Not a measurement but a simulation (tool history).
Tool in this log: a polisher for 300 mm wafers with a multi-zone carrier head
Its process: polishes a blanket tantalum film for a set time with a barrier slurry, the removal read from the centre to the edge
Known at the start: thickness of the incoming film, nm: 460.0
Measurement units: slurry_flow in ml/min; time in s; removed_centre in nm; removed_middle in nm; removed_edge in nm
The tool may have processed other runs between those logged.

run	hour	slurry_flow	centre_zone	middle_zone	edge_zone	slurry_solids	time	removed_centre	removed_middle	removed_edge
1	0.0	295	1.00	1.00	1.00	1.0	86	100.390	100.440	103.10
2	8.6	290	0.99	0.99	1.00	1.0	86	100.640	100.280	103.42
3	15.0	290	0.98	0.98	1.00	1.0	86	97.923	98.972	102.57
4	19.7	285	0.98	0.97	1.00	1.0	86	99.033	99.140	102.78
5	21.2	285	0.98	0.96	1.00	1.0	86	99.285	98.025	102.39
6	26.7	315	0.98	0.96	1.00	1.0	86	99.709	99.510	105.86

Run 7, settings as shown, results not yet in. Your forecast:
7	28.8	310	0.98	0.95	1.00	1.0	86	?	?	?

{"run 7": {"removed_centre": 99.983, "removed_middle": 98.934, "removed_edge": 105.74}}
